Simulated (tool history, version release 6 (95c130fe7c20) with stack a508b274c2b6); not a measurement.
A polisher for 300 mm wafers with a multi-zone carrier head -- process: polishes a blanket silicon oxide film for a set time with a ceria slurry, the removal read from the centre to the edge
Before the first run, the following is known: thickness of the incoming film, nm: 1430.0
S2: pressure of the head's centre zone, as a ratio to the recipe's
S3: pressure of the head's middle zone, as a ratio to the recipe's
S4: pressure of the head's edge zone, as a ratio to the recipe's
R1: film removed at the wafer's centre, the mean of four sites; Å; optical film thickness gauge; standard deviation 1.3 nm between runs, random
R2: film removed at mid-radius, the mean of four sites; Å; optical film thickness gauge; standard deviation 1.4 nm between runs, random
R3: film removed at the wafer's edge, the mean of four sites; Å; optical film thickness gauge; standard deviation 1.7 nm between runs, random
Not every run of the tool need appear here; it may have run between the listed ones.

{"run": 1, "hour": 0.0, "flow of slurry (ml/min)": 260, "S2": 1.0, "S3": 1.0, "S4": 1.0, "polishing time (s)": 45, "R1": 1700.3, "R2": 1706.6, "R3": 1723.8}
{"run": 2, "hour": 6.4, "flow of slurry (ml/min)": 260, "S2": 0.99, "S3": 0.99, "S4": 0.98, "polishing time (s)": 44, "R1": 1653.6, "R2": 1664.2, "R3": 1703.1}
{"run": 3, "hour": 11.3, "flow of slurry (ml/min)": 260, "S2": 0.99, "S3": 0.99, "S4": 0.98, "polishing time (s)": 43, "R1": 1589.1, "R2": 1635.4, "R3": 1627.1}
{"run": 4, "hour": 12.9, "flow of slurry (ml/min)": 260, "S2": 1.06, "S3": 0.99, "S4": 0.98, "polishing time (s)": 43, "R1": 1725.2, "R2": 1628.7, "R3": 1638.1}
{"run": 5, "hour": 15.4, "flow of slurry (ml/min)": 260, "S2": 1.06, "S3": 0.99, "S4": 0.98, "polishing time (s)": 53, "R1": 2107.1, "R2": 1965.1, "R3": 2051.6}
{"run": 6, "hour": 23.3, "flow of slurry (ml/min)": 260, "S2": 1.1, "S3": 0.99, "S4": 0.98, "polishing time (s)": 53, "R1": 2171.1, "R2": 1977.5, "R3": 2016.3}
{"run": 7, "hour": 29.1, "flow of slurry (ml/min)": 260, "S2": 1.08, "S3": 0.99, "S4": 0.97, "polishing time (s)": 51, "R1": 2054.2, "R2": 1909.0, "R3": 1940.8}
{"run": 8, "hour": 32.4, "flow of slurry (ml/min)": 260, "S2": 1.06, "S3": 0.99, "S4": 0.96, "polishing time (s)": 49, "R1": 1948.7, "R2": 1847.0, "R3": 1850.0}
{"run": 9, "hour": 34.4, "flow of slurry (ml/min)": 260, "S2": 1.04, "S3": 0.98, "S4": 0.95, "polishing time (s)": 48, "R1": 1859.7, "R2": 1782.6, "R3": 1814.6}
{"hour": 35.1, "done": "worn pad replaced by a new one"}
{"run": 10, "hour": 35.1, "flow of slurry (ml/min)": 260, "S2": 1.03, "S3": 0.98, "S4": 0.95, "polishing time (s)": 47, "R1": 1900.0, "R2": 1836.9, "R3": 1853.1}
{"run": 11, "hour": 38.7, "flow of slurry (ml/min)": 260, "S2": 1.03, "S3": 1.0, "S4": 0.97, "polishing time (s)": 47, "R1": 1912.4, "R2": 1872.5, "R3": 1905.8}
{"run": 12, "hour": 46.2, "flow of slurry (ml/min)": 245, "S2": 0.93, "S3": 0.9, "S4": 0.87, "polishing time (s)": 39, "R1": 1415.0, "R2": 1419.2, "R3": 1516.9}

For run 13, what comes out?
{"run": 13, "hour": 49.2, "flow of slurry (ml/min)": 245, "S2": 0.93, "S3": 0.9, "S4": 0.87, "polishing time (s)": 39, "R1": "?", "R2": "?", "R3": "?"}

{"run 13": {"R1": 1422.9, "R2": 1422.3, "R3": 1479.9}}
